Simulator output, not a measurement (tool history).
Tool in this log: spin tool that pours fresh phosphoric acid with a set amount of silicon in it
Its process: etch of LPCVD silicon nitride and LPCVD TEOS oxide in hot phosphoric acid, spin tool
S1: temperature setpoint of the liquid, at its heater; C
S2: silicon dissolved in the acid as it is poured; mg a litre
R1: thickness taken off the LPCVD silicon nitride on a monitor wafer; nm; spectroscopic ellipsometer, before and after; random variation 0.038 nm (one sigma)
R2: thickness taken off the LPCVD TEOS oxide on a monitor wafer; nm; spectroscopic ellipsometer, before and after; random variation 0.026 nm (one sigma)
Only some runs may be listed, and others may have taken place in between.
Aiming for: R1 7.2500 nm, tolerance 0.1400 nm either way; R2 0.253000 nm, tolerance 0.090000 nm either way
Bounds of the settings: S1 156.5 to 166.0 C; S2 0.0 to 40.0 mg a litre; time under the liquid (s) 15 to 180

run 1 day=0.000 | S1=161.0 S2=17.5 time_under_the_liquid_(s)=90 | R1=8.2017 R2=0.226590
run 2 day=0.112 | S1=161.0 S2=22.5 time_under_the_liquid_(s)=90 | R1=8.1868 R2=0.162010
run 3 day=0.300 | S1=161.0 S2=32.5 time_under_the_liquid_(s)=90 | R1=8.1951 R2=0.133670
run 4 day=0.488 | S1=160.0 S2=32.5 time_under_the_liquid_(s)=90 | R1=7.8386 R2=0.108420
run 5 day=0.758 | S1=159.5 S2=24.0 time_under_the_liquid_(s)=90 | R1=7.8017 R2=0.138780
run 6 day=0.867 | S1=159.0 S2=18.0 time_under_the_liquid_(s)=90 | R1=7.6373 R2=0.135190
run 7 day=1.175 | S1=159.5 S2=13.0 time_under_the_liquid_(s)=90 | R1=7.7875 R2=0.205540
run 8 day=1.296 | S1=159.0 S2=10.0 time_under_the_liquid_(s)=90 | R1=7.6289 R2=0.208170

Exactly one of the 4 candidate moves below puts every result within its allowed miss. Which one?
run A day=1.417 | S1=158.5 S2=16.5 time_under_the_liquid_(s)=90 | R1=? R2=?
run B day=1.417 | S1=158.5 S2=31.0 time_under_the_liquid_(s)=85 | R1=? R2=?
run C day=1.417 | S1=159.0 S2=0.0 time_under_the_liquid_(s)=85 | R1=? R2=?
run D day=1.417 | S1=158.5 S2=11.5 time_under_the_liquid_(s)=100 | R1=? R2=?

move=A R1=7.5707 R2=0.165410
move=B R1=7.1501 R2=0.097381
move=C R1=7.2719 R2=0.231640
move=D R1=8.4118 R2=0.207650
A: nearer than the last run, and not there yet
B: puts the biggest miss on target and leaves a different result outside tolerance
C: all results land within tolerance of their targets
D: the biggest miss grows against the last run
The right move is C.

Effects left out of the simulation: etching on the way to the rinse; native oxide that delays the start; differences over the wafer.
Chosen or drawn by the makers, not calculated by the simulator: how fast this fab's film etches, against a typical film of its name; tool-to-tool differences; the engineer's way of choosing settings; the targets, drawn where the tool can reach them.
